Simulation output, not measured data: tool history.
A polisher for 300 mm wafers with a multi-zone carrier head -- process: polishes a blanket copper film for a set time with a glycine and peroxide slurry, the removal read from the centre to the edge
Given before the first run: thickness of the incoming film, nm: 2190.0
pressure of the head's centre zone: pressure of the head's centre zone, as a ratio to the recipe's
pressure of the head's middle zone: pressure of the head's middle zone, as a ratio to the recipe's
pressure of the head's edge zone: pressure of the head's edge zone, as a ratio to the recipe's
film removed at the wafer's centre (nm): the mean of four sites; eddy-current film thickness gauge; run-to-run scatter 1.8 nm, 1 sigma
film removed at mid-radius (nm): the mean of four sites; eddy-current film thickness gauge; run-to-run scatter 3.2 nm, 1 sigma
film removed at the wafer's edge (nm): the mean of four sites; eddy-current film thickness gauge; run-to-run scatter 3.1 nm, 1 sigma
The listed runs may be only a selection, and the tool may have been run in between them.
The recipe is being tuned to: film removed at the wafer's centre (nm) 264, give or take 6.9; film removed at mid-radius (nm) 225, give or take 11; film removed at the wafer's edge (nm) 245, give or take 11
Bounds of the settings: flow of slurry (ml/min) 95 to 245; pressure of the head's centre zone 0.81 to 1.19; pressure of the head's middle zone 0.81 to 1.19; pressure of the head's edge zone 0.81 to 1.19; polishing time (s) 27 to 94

| run | day | flow of slurry (ml/min) | pressure of the head's centre zone | pressure of the head's middle zone | pressure of the head's edge zone | polishing time (s) | film removed at the wafer's centre (nm) | film removed at mid-radius (nm) | film removed at the wafer's edge (nm) |
|---|---|---|---|---|---|---|---|---|---|
| 1 | 0 | 155 | 1 | 1 | 1 | 60 | 192.83 | 187.96 | 200.53 |
| 2 | 0.058 | 155 | 1 | 1.04 | 1 | 60 | 191.94 | 196.42 | 198.81 |
| 3 | 0.317 | 120 | 1 | 1.04 | 1 | 60 | 179.29 | 186.2 | 189.59 |
| 4 | 0.675 | 150 | 1.04 | 1.04 | 1.03 | 61 | 198.28 | 199.11 | 199.43 |
| 5 | 0.879 | 170 | 1.06 | 1.01 | 1.04 | 63 | 216.14 | 208.14 | 213.7 |
| 6 | 1.188 | 170 | 1.06 | 0.94 | 1.04 | 63 | 214.51 | 193.37 | 215.21 |
| 7 | 1.267 | 215 | 1.16 | 1 | 1.14 | 66 | 246.8 | 220.05 | 244.74 |
| 8 | 1.358 | 220 | 1.17 | 1 | 1.13 | 66 | 250.3 | 224.55 | 236.18 |

5 next moves are on the table. One of them brings every result within its allowed miss. Which?
| A | 1.45 | 245 | 1.18 | 1.15 | 1.01 | 64 | ? | ? | ? |
| B | 1.45 | 245 | 1.17 | 0.95 | 1.12 | 68 | ? | ? | ? |
| C | 1.45 | 240 | 1.14 | 1.07 | 1.11 | 65 | ? | ? | ? |
| D | 1.45 | 215 | 1.17 | 1.03 | 1.19 | 66 | ? | ? | ? |
| E | 1.45 | 245 | 1.07 | 1.15 | 1.14 | 67 | ? | ? | ? |

| move | film removed at the wafer's centre (nm) | film removed at mid-radius (nm) | film removed at the wafer's edge (nm) |
|---|---|---|---|
| A | 248.93 | 244.91 | 217.44 |
| B | 262.52 | 221.19 | 242.94 |
| C | 245.9 | 233.24 | 230.43 |
| D | 250.18 | 225.95 | 239.43 |
| E | 243.34 | 256.44 | 240.74 |
A: moves away from the targets compared with the last run
B: every result lands within tolerance
C: moves away from the targets compared with the last run
D: about the same distance from the targets as the last run
E: moves away from the targets compared with the last run
Move B is the one to make.
